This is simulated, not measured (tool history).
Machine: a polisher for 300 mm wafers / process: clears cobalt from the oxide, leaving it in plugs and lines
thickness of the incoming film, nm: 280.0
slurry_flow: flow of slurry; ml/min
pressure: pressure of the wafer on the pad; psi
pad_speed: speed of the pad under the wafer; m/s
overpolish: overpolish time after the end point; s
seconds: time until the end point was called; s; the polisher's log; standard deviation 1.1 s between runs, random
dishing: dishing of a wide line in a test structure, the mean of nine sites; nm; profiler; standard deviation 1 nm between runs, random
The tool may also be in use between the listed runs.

run	hour	slurry_flow	pressure	pad_speed	overpolish	seconds	dishing
1	0.0	240	2.0	0.98	16	55.202	47.339
2	7.2	240	2.2	0.98	16	48.863	48.396
3	12.0	195	2.2	0.98	16	52.887	46.359
4	13.3	195	2.7	0.98	16	42.479	50.247
5	19.3	195	2.4	0.98	16	47.112	47.570
6	26.5	195	2.3	0.98	17	48.709	47.705
7	32.1	195	2.1	0.98	18	53.608	47.258

Predict the results of run 8:
8	33.1	195	2.0	0.98	19	?	?

{"run 8": {"seconds": 56.562, "dishing": 50.092}}
